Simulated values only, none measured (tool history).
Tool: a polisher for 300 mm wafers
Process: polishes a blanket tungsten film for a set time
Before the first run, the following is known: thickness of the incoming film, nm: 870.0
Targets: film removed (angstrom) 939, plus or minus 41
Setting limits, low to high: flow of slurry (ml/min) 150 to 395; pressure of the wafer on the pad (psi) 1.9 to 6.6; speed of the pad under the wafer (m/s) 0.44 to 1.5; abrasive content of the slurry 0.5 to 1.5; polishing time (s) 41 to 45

| run | hour | flow of slurry (ml/min) | pressure of the wafer on the pad (psi) | speed of the pad under the wafer (m/s) | abrasive content of the slurry | polishing time (s) | film removed (angstrom) |
|---|---|---|---|---|---|---|---|
| 1 | 0 | 250 | 4.2 | 0.96 | 1 | 45 | 1974.8 |
| 2 | 3.2 | 250 | 3.7 | 0.92 | 1 | 45 | 1696.3 |
| 3 | 11.5 | 250 | 4.7 | 0.92 | 1 | 45 | 2174.8 |
| 4 | 17.5 | 250 | 4.1 | 0.88 | 1 | 45 | 1845.5 |
| 5 | 26.4 | 250 | 4.1 | 0.88 | 1 | 45 | 1811.7 |
| 6 | 27.9 | 250 | 4.1 | 0.88 | 0.8 | 45 | 1699 |
| 7 | 30.8 | 250 | 4.1 | 0.88 | 0.8 | 45 | 1672.2 |
|  | 39.4 | head pressure recalibrated |
| 8 | 39.4 | 250 | 4.1 | 0.88 | 0.8 | 45 | 1575.4 |
| 9 | 45.5 | 250 | 3.6 | 0.88 | 0.8 | 45 | 1401.9 |
| 10 | 52 | 250 | 3.3 | 0.88 | 0.8 | 45 | 1291.4 |
| 11 | 56.7 | 250 | 3.1 | 0.88 | 0.8 | 45 | 1199.8 |
| 12 | 59.4 | 250 | 2.9 | 0.88 | 0.8 | 45 | 1144.4 |
| 13 | 61.2 | 250 | 2.7 | 0.88 | 0.8 | 45 | 1084.2 |
| 14 | 63.2 | 250 | 2.6 | 0.88 | 0.8 | 45 | 1035.9 |
| 15 | 68.1 | 250 | 2.5 | 0.88 | 0.8 | 45 | 995.16 |

Of the 5 settings listed for the next run, only one would bring every result within its allowed miss of target. Which one?
| A | 73 | 150 | 2.9 | 0.84 | 0.8 | 41 | ? |
| B | 73 | 190 | 3.2 | 1 | 0.5 | 41 | ? |
| C | 73 | 200 | 3.2 | 0.66 | 0.7 | 41 | ? |
| D | 73 | 230 | 2 | 0.98 | 0.7 | 45 | ? |
| E | 73 | 305 | 2.3 | 1.12 | 0.7 | 41 | ? |

| move | film removed (angstrom) |
|---|---|
| A | 931.99 |
| B | 1074.1 |
| C | 809.54 |
| D | 845.15 |
| E | 1027.4 |
A: all results land within tolerance of their targets
B: misses by more than the last run did
C: carries the result that was furthest off beyond its target, to the other side
D: carries the result that was furthest off beyond its target, to the other side
E: misses by more than the last run did
The move that meets every target is A.
